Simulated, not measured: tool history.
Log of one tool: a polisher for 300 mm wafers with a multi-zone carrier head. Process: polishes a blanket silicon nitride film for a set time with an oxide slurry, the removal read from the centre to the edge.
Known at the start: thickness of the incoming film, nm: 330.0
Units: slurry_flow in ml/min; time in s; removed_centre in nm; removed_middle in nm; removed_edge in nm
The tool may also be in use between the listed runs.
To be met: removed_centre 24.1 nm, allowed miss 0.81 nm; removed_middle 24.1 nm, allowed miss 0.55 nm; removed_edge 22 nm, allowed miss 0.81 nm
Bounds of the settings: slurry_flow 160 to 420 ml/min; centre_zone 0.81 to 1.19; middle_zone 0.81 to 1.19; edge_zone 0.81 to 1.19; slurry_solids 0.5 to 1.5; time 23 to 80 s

Run 1, day 0: slurry_flow 270 ml/min, centre_zone 1, middle_zone 1, edge_zone 1, slurry_solids 1, time 51 s. Result: removed_centre 18.753 nm, removed_middle 19.27 nm, removed_edge 19.342 nm.
Run 2, day 0.271: slurry_flow 270 ml/min, centre_zone 1.03, middle_zone 1, edge_zone 1, slurry_solids 1, time 51 s. Result: removed_centre 19.619 nm, removed_middle 19.65 nm, removed_edge 19.067 nm.
Run 3, day 0.462: slurry_flow 270 ml/min, centre_zone 1.03, middle_zone 1, edge_zone 0.94, slurry_solids 1, time 51 s. Result: removed_centre 19.745 nm, removed_middle 19.409 nm, removed_edge 18.725 nm.
Run 4, day 0.633: slurry_flow 275 ml/min, centre_zone 1.04, middle_zone 1.01, edge_zone 0.97, slurry_solids 1.05, time 51 s. Result: removed_centre 20.126 nm, removed_middle 20.016 nm, removed_edge 19.516 nm.
Run 5, day 0.817: slurry_flow 285 ml/min, centre_zone 1.06, middle_zone 1.03, edge_zone 0.98, slurry_solids 1.05, time 51 s. Result: removed_centre 20.249 nm, removed_middle 20.442 nm, removed_edge 19.621 nm.
Run 6, day 1.108: slurry_flow 285 ml/min, centre_zone 1.06, middle_zone 1.12, edge_zone 0.98, slurry_solids 1.05, time 51 s. Result: removed_centre 20.767 nm, removed_middle 21.579 nm, removed_edge 19.492 nm.
Run 7, day 1.346: slurry_flow 290 ml/min, centre_zone 1.08, middle_zone 1.13, edge_zone 1, slurry_solids 1.05, time 51 s. Result: removed_centre 20.689 nm, removed_middle 21.761 nm, removed_edge 19.444 nm.
Run 8, day 1.575: slurry_flow 295 ml/min, centre_zone 1.09, middle_zone 1.13, edge_zone 1.01, slurry_solids 1.1, time 51 s. Result: removed_centre 21.492 nm, removed_middle 22.332 nm, removed_edge 19.701 nm.
Run 9, day 1.629: slurry_flow 295 ml/min, centre_zone 1.09, middle_zone 1.12, edge_zone 1.02, slurry_solids 1.15, time 51 s. Result: removed_centre 22.18 nm, removed_middle 22.463 nm, removed_edge 20.2 nm.
Run 10, day 1.7: slurry_flow 300 ml/min, centre_zone 1.09, middle_zone 1.12, edge_zone 1.03, slurry_solids 1.2, time 51 s. Result: removed_centre 21.882 nm, removed_middle 22.86 nm, removed_edge 20.887 nm.
Run 11, day 1.883: slurry_flow 305 ml/min, centre_zone 1.1, middle_zone 1.12, edge_zone 1.03, slurry_solids 1.2, time 51 s. Result: removed_centre 22.484 nm, removed_middle 22.598 nm, removed_edge 20.813 nm.
Run 12, day 2.221: slurry_flow 305 ml/min, centre_zone 1.1, middle_zone 1.13, edge_zone 1.03, slurry_solids 1.2, time 51 s. Result: removed_centre 22.205 nm, removed_middle 23.026 nm, removed_edge 20.504 nm.
Run 13, day 2.279: slurry_flow 300 ml/min, centre_zone 1.11, middle_zone 1.13, edge_zone 1.04, slurry_solids 1.25, time 51 s. Result: removed_centre 22.669 nm, removed_middle 23.388 nm, removed_edge 21.078 nm.
At day 2.533: worn pad replaced by a new one.
Run 14, day 2.533: slurry_flow 305 ml/min, centre_zone 1.12, middle_zone 1.13, edge_zone 1.04, slurry_solids 1.25, time 51 s. Result: removed_centre 25.727 nm, removed_middle 26.082 nm, removed_edge 24.166 nm.
Run 15, day 2.704: slurry_flow 310 ml/min, centre_zone 1.12, middle_zone 1.13, edge_zone 1.03, slurry_solids 1.25, time 51 s. Result: removed_centre 25.734 nm, removed_middle 26.281 nm, removed_edge 23.912 nm.
Run 16, day 2.879: slurry_flow 300 ml/min, centre_zone 1.12, middle_zone 1.13, edge_zone 1.03, slurry_solids 1.25, time 51 s. Result: removed_centre 24.991 nm, removed_middle 25.948 nm, removed_edge 23.884 nm.

Which of these 4 next moves meets every target?
Run A, day 3.054: slurry_flow 340 ml/min, centre_zone 1.11, middle_zone 1.08, edge_zone 0.95, slurry_solids 1.15, time 50 s. Result: removed_centre ?, removed_middle ?, removed_edge ?.
Run B, day 3.054: slurry_flow 340 ml/min, centre_zone 1.19, middle_zone 0.98, edge_zone 1.05, slurry_solids 1.35, time 50 s. Result: removed_centre ?, removed_middle ?, removed_edge ?.
Run C, day 3.054: slurry_flow 315 ml/min, centre_zone 1.11, middle_zone 1.15, edge_zone 1, slurry_solids 1.3, time 53 s. Result: removed_centre ?, removed_middle ?, removed_edge ?.
Run D, day 3.054: slurry_flow 345 ml/min, centre_zone 1.08, middle_zone 1, edge_zone 1.07, slurry_solids 1.3, time 49 s. Result: removed_centre ?, removed_middle ?, removed_edge ?.

move  removed_centre  removed_middle  removed_edge
   A          24.173          24.552        22.226
   B          26.846          24.262        24.364
   C          26.535          28.176        24.871
   D          24.266           23.84        23.757
A: meets every target
B: brings the result that was furthest off to its target, and leaves another outside
C: further off than the last run
D: brings the result that was furthest off to its target, and leaves another outside
The right move is A.
